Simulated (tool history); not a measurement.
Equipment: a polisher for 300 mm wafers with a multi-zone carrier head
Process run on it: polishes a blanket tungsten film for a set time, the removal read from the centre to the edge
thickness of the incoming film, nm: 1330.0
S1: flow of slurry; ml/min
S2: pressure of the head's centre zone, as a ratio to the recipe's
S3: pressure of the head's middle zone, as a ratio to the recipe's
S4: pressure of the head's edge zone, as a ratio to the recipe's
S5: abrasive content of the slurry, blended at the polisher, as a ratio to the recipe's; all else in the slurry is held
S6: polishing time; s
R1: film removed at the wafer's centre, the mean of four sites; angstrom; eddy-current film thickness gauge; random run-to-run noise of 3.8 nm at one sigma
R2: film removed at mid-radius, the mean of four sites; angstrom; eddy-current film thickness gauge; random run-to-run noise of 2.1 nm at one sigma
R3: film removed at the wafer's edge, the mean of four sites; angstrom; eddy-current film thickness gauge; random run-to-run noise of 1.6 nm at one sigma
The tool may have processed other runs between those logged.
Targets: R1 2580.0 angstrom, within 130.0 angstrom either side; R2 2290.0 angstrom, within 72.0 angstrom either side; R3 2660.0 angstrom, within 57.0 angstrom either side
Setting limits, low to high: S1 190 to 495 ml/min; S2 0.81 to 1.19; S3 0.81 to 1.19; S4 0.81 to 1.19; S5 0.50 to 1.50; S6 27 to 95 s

run 1 day=0.000 | S1=320 S2=1.00 S3=1.00 S4=1.00 S5=1.00 S6=61 | R1=2319.8 R2=2115.0 R3=2116.2
run 2 day=0.292 | S1=325 S2=1.00 S3=0.99 S4=1.04 S5=1.10 S6=61 | R1=2425.3 R2=2147.9 R3=2203.8
run 3 day=0.412 | S1=325 S2=1.00 S3=0.99 S4=1.04 S5=0.95 S6=61 | R1=2251.6 R2=2082.9 R3=2108.2
run 4 day=0.758 | S1=325 S2=1.00 S3=0.99 S4=1.04 S5=0.95 S6=66 | R1=2540.3 R2=2244.1 R3=2310.9
run 5 day=0.858 | S1=325 S2=0.97 S3=0.99 S4=1.04 S5=0.95 S6=66 | R1=2442.9 R2=2241.4 R3=2303.8
run 6 day=1.058 | S1=325 S2=0.97 S3=0.99 S4=1.08 S5=0.95 S6=66 | R1=2417.5 R2=2199.9 R3=2345.0
-- day=1.421 centre zone pressure recalibrated
run 7 day=1.421 | S1=330 S2=0.96 S3=0.99 S4=1.10 S5=1.00 S6=66 | R1=2336.5 R2=2312.8 R3=2363.6
run 8 day=1.471 | S1=325 S2=0.96 S3=0.96 S4=1.11 S5=1.05 S6=66 | R1=2266.4 R2=2246.0 R3=2402.9

Below are 5 possible settings for the next run. Only one of them brings all results inside the allowed miss of their targets. Which is it?
run A day=1.521 | S1=255 S2=0.92 S3=0.92 S4=1.16 S5=1.35 S6=64 | R1=? R2=? R3=?
run B day=1.521 | S1=245 S2=1.19 S3=0.82 S4=1.09 S5=0.75 S6=75 | R1=? R2=? R3=?
run C day=1.521 | S1=365 S2=1.19 S3=0.87 S4=1.02 S5=1.30 S6=68 | R1=? R2=? R3=?
run D day=1.521 | S1=375 S2=0.95 S3=0.81 S4=1.06 S5=1.05 S6=73 | R1=? R2=? R3=?
run E day=1.521 | S1=285 S2=1.14 S3=0.81 S4=1.15 S5=1.10 S6=71 | R1=? R2=? R3=?

move=A R1=2218.3 R2=2189.8 R3=2466.7
move=B R1=2807.6 R2=2136.2 R3=2502.4
move=C R1=2958.1 R2=2314.8 R3=2528.3
move=D R1=2563.4 R2=2296.6 R3=2647.7
move=E R1=2814.9 R2=2197.2 R3=2641.4
A: nearer the targets than the last run, but a result is still out of spec
B: nearer the targets than the last run, but a result is still out of spec
C: nearer the targets than the last run, but a result is still out of spec
D: all results land within tolerance of their targets
E: the furthest-off result lands on target, but another misses its tolerance
So the answer is move D, the one that meets all the targets.
